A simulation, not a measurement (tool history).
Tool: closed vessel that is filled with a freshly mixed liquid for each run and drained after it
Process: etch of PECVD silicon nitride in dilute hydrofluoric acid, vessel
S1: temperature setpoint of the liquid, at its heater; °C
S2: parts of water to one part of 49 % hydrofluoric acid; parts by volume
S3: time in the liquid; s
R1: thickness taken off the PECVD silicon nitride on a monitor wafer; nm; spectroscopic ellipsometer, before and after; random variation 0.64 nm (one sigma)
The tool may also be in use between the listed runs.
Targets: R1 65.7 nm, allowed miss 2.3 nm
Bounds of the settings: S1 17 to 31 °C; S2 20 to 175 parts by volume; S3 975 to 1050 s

run,hour,S1,S2,S3,R1
1,0,23,95,975,28.707
2,5.9,24.5,95,975,31.609
3,8.2,22,95,975,27.163
4,10.5,24.5,85,975,35.78
5,18.7,26.5,80,975,42.218
6,27.6,24.5,80,975,37.691
7,29.7,26.5,75,975,45.868
8,34.4,28,75,975,50.912
9,37.6,29,75,975,54.098
10,42.8,29.5,75,975,55.488
11,47.2,29.5,75,975,54.826
12,51.8,30,75,975,57.609
13,54.6,30.5,75,975,59.341

Which of these 5 next moves meets every target?
A,57.4,31,70,1050,?
B,57.4,30,60,975,?
C,57.4,31,65,1015,?
D,57.4,31,70,995,?
E,57.4,28.5,60,1050,?

move,R1
A,70.244
B,71.368
C,73.121
D,66.564
E,69.771
A: takes the result that was furthest off past its target
B: takes the result that was furthest off past its target
C: takes the result that was furthest off past its target
D: meets every target
E: takes the result that was furthest off past its target
Answer: D
